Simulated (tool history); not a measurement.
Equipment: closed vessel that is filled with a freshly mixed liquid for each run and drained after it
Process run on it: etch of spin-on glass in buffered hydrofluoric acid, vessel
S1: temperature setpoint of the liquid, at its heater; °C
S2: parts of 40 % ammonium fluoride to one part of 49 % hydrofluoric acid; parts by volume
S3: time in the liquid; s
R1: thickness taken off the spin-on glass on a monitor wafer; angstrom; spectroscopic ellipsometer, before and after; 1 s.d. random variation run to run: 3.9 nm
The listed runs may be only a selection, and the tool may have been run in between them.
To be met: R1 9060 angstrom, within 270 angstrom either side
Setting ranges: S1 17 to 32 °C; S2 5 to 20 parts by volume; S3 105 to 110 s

run  hour    S1   S2   S3      R1
  1     0    25   12  105    3472
  2   3.9    26   11  105  3984.9
  3   9.7    26    9  105  4723.3
  4  11.9    27  8.5  105  5235.8
  5  20.1    28    8  105    5866
  6  24.5    26    8  105  5296.9
  7  28.3    27  7.5  105  6067.9
  8  30.1    28  7.5  105  6394.7
  9  34.8  28.5  7.5  105    6466
 10  42.1    29  7.5  105  6675.8
     48.1  -- thermometer replaced
 11  48.1  29.5  7.5  105  6171.8
 12  56.7    32    5  110   10538

Which one of the following 4 next-run settings gets every result inside its allowed miss? There is exactly one.
  A  65.3  30.5    5  110   ?
  B  65.3    32    5  105   ?
  C  65.3    32  5.5  110   ?
  D  65.3  31.5  5.5  105   ?

move      R1
   A  9797.5
   B   10108
   C  9772.9
   D  9090.6
A: closes in on the targets versus the last run, not all within tolerance yet
B: closes in on the targets versus the last run, not all within tolerance yet
C: closes in on the targets versus the last run, not all within tolerance yet
D: all results in spec
The right move is D.
